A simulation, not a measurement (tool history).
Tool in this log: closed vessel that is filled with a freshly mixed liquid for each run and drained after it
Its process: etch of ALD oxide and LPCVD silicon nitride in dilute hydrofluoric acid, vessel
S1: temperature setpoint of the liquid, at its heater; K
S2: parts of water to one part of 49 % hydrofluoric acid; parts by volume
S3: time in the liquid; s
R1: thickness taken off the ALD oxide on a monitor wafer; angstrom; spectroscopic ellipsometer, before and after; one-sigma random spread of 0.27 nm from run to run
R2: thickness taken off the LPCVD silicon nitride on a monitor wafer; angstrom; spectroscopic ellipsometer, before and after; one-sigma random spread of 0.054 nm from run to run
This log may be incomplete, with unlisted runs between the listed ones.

| run | hour | S1 | S2 | S3 | R1 | R2 |
|---|---|---|---|---|---|---|
| 1 | 0 | 297.15 | 260 | 290 | 304.98 | 5.8691 |
| 2 | 6.3 | 299.15 | 245 | 290 | 355.87 | 7.167 |
| 3 | 12.6 | 299.15 | 315 | 290 | 255.91 | 5.5803 |
| 4 | 20 | 297.65 | 315 | 290 | 244.27 | 4.8107 |
| 5 | 28.9 | 297.65 | 315 | 410 | 346.24 | 7.327 |
| 6 | 30.1 | 299.65 | 315 | 410 | 369.37 | 8.1164 |

Run 7 is up next; what results do you expect?
| 7 | 33.5 | 300.65 | 300 | 410 | ? | ? |

R1: 406.33 angstrom
R2: 8.9276 angstrom

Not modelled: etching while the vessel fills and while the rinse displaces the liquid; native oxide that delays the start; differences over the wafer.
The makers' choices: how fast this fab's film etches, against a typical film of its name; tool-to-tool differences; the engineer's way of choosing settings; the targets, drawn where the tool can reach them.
